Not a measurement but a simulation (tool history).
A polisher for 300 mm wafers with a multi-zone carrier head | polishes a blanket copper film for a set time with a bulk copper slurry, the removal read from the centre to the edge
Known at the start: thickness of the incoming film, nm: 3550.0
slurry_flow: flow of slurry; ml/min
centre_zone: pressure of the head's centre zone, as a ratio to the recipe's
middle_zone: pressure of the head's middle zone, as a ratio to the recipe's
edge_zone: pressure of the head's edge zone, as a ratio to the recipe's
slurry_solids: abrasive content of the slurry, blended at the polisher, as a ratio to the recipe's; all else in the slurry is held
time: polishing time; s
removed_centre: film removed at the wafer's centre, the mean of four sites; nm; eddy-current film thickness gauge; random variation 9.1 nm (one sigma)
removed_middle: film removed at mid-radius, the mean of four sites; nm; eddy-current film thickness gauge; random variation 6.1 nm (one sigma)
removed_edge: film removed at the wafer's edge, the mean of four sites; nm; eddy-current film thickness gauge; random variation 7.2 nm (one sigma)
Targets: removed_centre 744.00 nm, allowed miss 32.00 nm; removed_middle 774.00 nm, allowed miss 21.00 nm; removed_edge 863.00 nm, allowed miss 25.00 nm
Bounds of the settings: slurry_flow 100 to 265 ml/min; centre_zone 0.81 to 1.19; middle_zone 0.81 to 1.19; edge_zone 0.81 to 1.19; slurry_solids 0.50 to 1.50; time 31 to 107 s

{"run": 1, "day": 0.0, "slurry_flow": 170, "centre_zone": 1.0, "middle_zone": 1.0, "edge_zone": 1.0, "slurry_solids": 1.0, "time": 69, "removed_centre": 651.37, "removed_middle": 634.35, "removed_edge": 653.83}
{"run": 2, "day": 0.029, "slurry_flow": 175, "centre_zone": 0.99, "middle_zone": 1.0, "edge_zone": 1.04, "slurry_solids": 1.1, "time": 70, "removed_centre": 693.0, "removed_middle": 648.03, "removed_edge": 686.92}
{"run": 3, "day": 0.146, "slurry_flow": 150, "centre_zone": 0.99, "middle_zone": 1.0, "edge_zone": 1.04, "slurry_solids": 1.1, "time": 70, "removed_centre": 668.24, "removed_middle": 630.2, "removed_edge": 675.53}
{"run": 4, "day": 0.388, "slurry_flow": 160, "centre_zone": 0.96, "middle_zone": 1.01, "edge_zone": 1.07, "slurry_solids": 1.15, "time": 71, "removed_centre": 676.57, "removed_middle": 659.96, "removed_edge": 704.73}
{"run": 5, "day": 0.471, "slurry_flow": 170, "centre_zone": 0.94, "middle_zone": 1.01, "edge_zone": 1.09, "slurry_solids": 1.2, "time": 72, "removed_centre": 684.04, "removed_middle": 688.76, "removed_edge": 739.26}
{"run": 6, "day": 0.792, "slurry_flow": 180, "centre_zone": 0.93, "middle_zone": 1.01, "edge_zone": 1.11, "slurry_solids": 1.25, "time": 72, "removed_centre": 686.61, "removed_middle": 703.73, "removed_edge": 756.64}
{"run": 7, "day": 0.85, "slurry_flow": 190, "centre_zone": 0.93, "middle_zone": 1.01, "edge_zone": 1.13, "slurry_solids": 1.3, "time": 72, "removed_centre": 694.57, "removed_middle": 712.33, "removed_edge": 768.77}
{"run": 8, "day": 1.158, "slurry_flow": 195, "centre_zone": 0.93, "middle_zone": 1.01, "edge_zone": 1.14, "slurry_solids": 1.35, "time": 73, "removed_centre": 713.59, "removed_middle": 726.42, "removed_edge": 778.49}
{"run": 9, "day": 1.483, "slurry_flow": 195, "centre_zone": 0.92, "middle_zone": 1.0, "edge_zone": 1.15, "slurry_solids": 1.35, "time": 74, "removed_centre": 721.46, "removed_middle": 735.05, "removed_edge": 809.76}
{"run": 10, "day": 1.742, "slurry_flow": 195, "centre_zone": 0.92, "middle_zone": 1.0, "edge_zone": 1.15, "slurry_solids": 1.35, "time": 74, "removed_centre": 726.27, "removed_middle": 732.65, "removed_edge": 796.0}
{"run": 11, "day": 2.088, "slurry_flow": 195, "centre_zone": 0.91, "middle_zone": 1.0, "edge_zone": 1.16, "slurry_solids": 1.35, "time": 75, "removed_centre": 706.06, "removed_middle": 738.1, "removed_edge": 818.4}

4 next moves are on the table. One of them brings every result within its allowed miss. Which?
{"run": "A", "day": 2.433, "slurry_flow": 215, "centre_zone": 0.96, "middle_zone": 0.89, "edge_zone": 1.13, "slurry_solids": 1.35, "time": 76, "removed_centre": "?", "removed_middle": "?", "removed_edge": "?"}
{"run": "B", "day": 2.433, "slurry_flow": 205, "centre_zone": 0.97, "middle_zone": 1.07, "edge_zone": 1.13, "slurry_solids": 1.35, "time": 71, "removed_centre": "?", "removed_middle": "?", "removed_edge": "?"}
{"run": "C", "day": 2.433, "slurry_flow": 190, "centre_zone": 0.83, "middle_zone": 0.86, "edge_zone": 1.18, "slurry_solids": 1.4, "time": 78, "removed_centre": "?", "removed_middle": "?", "removed_edge": "?"}
{"run": "D", "day": 2.433, "slurry_flow": 260, "centre_zone": 0.87, "middle_zone": 0.95, "edge_zone": 1.1, "slurry_solids": 1.35, "time": 78, "removed_centre": "?", "removed_middle": "?", "removed_edge": "?"}

move=A removed_centre=770.14 removed_middle=705.25 removed_edge=824.16
move=B removed_centre=722.35 removed_middle=763.86 removed_edge=764.13
move=C removed_centre=672.80 removed_middle=695.65 removed_edge=859.25
move=D removed_centre=735.59 removed_middle=783.43 removed_edge=849.03
A: further off than the last run
B: further off than the last run
C: brings the result that was furthest off to its target, and leaves another outside
D: meets every target
Answer: D

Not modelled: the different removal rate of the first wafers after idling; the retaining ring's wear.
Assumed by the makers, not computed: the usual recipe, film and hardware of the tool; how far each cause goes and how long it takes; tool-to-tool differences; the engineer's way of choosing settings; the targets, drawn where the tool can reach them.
